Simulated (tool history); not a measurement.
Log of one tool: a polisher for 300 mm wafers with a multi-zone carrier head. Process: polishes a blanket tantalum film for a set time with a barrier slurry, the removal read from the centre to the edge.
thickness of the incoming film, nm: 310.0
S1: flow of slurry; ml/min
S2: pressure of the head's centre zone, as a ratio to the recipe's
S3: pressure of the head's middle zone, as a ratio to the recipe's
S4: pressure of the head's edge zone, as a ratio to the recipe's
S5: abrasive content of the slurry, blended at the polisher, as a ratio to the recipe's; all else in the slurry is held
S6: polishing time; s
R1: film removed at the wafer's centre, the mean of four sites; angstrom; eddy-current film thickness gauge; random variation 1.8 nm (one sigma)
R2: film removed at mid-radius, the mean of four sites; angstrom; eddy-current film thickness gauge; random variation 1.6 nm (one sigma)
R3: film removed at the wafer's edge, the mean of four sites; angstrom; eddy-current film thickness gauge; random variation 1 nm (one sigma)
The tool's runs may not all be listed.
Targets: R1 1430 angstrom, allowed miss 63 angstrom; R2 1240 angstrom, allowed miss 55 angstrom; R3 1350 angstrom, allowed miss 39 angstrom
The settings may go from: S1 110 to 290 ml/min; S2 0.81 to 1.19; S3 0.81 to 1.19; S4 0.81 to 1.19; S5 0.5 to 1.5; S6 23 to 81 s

| run | hour | S1 | S2 | S3 | S4 | S5 | S6 | R1 | R2 | R3 |
|---|---|---|---|---|---|---|---|---|---|---|
| 1 | 0 | 185 | 1 | 1 | 1 | 1 | 52 | 1011 | 1034.1 | 1009.1 |
| 2 | 6.9 | 185 | 1 | 1 | 1 | 0.9 | 52 | 983.77 | 982.37 | 996.34 |
| 3 | 9.8 | 185 | 0.95 | 1 | 1 | 0.9 | 52 | 927.23 | 1002 | 985.1 |
| 4 | 10.6 | 190 | 0.99 | 0.99 | 1.04 | 1 | 53 | 1027 | 1031.5 | 1050.8 |
| 5 | 17.6 | 190 | 0.99 | 0.99 | 1.12 | 1 | 53 | 1012.4 | 1028.3 | 1086.1 |
| 6 | 22.2 | 195 | 1.01 | 0.98 | 1.13 | 1.1 | 54 | 1075.7 | 1069.2 | 1161.3 |
| 7 | 25.9 | 205 | 1.05 | 0.99 | 1.14 | 1.15 | 54 | 1150.9 | 1096.1 | 1185.8 |
| 8 | 30.2 | 215 | 1.07 | 1 | 1.15 | 1.2 | 54 | 1232.1 | 1113.6 | 1198.9 |
| 9 | 34 | 220 | 1.07 | 1 | 1.16 | 1.25 | 54 | 1218.7 | 1141.2 | 1221.2 |

4 next moves are on the table. One of them brings every result within its allowed miss. Which?
| A | 37.8 | 180 | 0.89 | 0.97 | 1.19 | 1.3 | 56 | ? | ? | ? |
| B | 37.8 | 215 | 1.12 | 0.97 | 1.14 | 1.1 | 62 | ? | ? | ? |
| C | 37.8 | 235 | 1.15 | 1.05 | 1.05 | 1.1 | 54 | ? | ? | ? |
| D | 37.8 | 265 | 0.9 | 1.18 | 1.01 | 1.5 | 47 | ? | ? | ? |

| move | R1 | R2 | R3 |
|---|---|---|---|
| A | 1036.6 | 1140.4 | 1291.4 |
| B | 1410.3 | 1226.9 | 1354.5 |
| C | 1273.5 | 1149.2 | 1137.3 |
| D | 946.85 | 1204.5 | 1055.4 |
A: further off than the last run
B: meets every target
C: further off than the last run
D: further off than the last run
Move B is the one to make.
